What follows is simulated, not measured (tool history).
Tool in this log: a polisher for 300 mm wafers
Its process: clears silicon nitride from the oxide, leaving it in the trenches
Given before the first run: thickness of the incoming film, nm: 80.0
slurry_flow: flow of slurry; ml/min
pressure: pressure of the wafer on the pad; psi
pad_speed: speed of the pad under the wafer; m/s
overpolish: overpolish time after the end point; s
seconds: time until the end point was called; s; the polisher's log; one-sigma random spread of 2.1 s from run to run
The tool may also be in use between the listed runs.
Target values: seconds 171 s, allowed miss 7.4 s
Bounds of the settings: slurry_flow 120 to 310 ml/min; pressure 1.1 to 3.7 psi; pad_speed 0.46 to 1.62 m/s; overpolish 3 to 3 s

run 1 day=0 | slurry_flow=200 pressure=2.4 pad_speed=1.04 overpolish=3 | seconds=117.58
run 2 day=0.212 | slurry_flow=200 pressure=2.4 pad_speed=0.84 overpolish=3 | seconds=144.89
run 3 day=0.242 | slurry_flow=200 pressure=2.4 pad_speed=0.84 overpolish=3 | seconds=143.75
run 4 day=0.375 | slurry_flow=225 pressure=2.4 pad_speed=0.84 overpolish=3 | seconds=139.86
run 5 day=0.708 | slurry_flow=215 pressure=2.3 pad_speed=0.84 overpolish=3 | seconds=148.2
run 6 day=0.912 | slurry_flow=210 pressure=2.2 pad_speed=0.84 overpolish=3 | seconds=154.77
-- day=1.125 head pressure recalibrated
run 7 day=1.125 | slurry_flow=205 pressure=2.1 pad_speed=0.84 overpolish=3 | seconds=148.86
run 8 day=1.242 | slurry_flow=205 pressure=1.5 pad_speed=0.8 overpolish=3 | seconds=209.66

Of the 5 settings listed for the next run, only one would bring every result within its allowed miss of target. Which one?
run A day=1.358 | slurry_flow=180 pressure=1.5 pad_speed=0.88 overpolish=3 | seconds=?
run B day=1.358 | slurry_flow=195 pressure=1.7 pad_speed=0.88 overpolish=3 | seconds=?
run C day=1.358 | slurry_flow=235 pressure=1.9 pad_speed=0.92 overpolish=3 | seconds=?
run D day=1.358 | slurry_flow=155 pressure=1.7 pad_speed=0.54 overpolish=3 | seconds=?
run E day=1.358 | slurry_flow=205 pressure=1.1 pad_speed=0.76 overpolish=3 | seconds=?

move=A seconds=192.25
move=B seconds=171.82
move=C seconds=147.04
move=D seconds=281.25
move=E seconds=279.12
A: moves toward the targets from the last run without getting all of them in spec
B: meets every target
C: carries the result that was furthest off beyond its target, to the other side
D: its largest miss is bigger than the last run's
E: its largest miss is bigger than the last run's
B is the move that brings every result within its allowed miss.
